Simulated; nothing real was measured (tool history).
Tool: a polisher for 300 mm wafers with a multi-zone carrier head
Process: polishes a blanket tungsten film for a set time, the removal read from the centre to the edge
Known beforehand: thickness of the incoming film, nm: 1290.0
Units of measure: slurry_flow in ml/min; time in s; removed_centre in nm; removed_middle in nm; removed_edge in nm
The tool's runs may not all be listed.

run	hour	slurry_flow	centre_zone	middle_zone	edge_zone	slurry_solids	time	removed_centre	removed_middle	removed_edge
1	0.0	155	1.00	1.00	1.00	1.00	58	347.32	363.60	348.59
2	6.4	170	1.00	1.01	1.05	1.05	58	361.58	369.20	364.43
3	7.7	180	0.99	1.03	1.08	1.10	58	365.82	391.01	381.35
4	16.7	195	0.99	1.03	1.10	1.10	58	371.08	390.98	375.54
5	19.7	195	0.99	1.03	1.10	0.90	58	352.13	376.48	361.33
6	26.2	195	0.99	1.03	1.15	0.90	58	343.38	373.80	364.58

What will run 7 give?
7	30.9	195	0.99	1.03	1.16	1.00	59	?	?	?

removed_centre: 360.72 nm
removed_middle: 386.08 nm
removed_edge: 389.72 nm
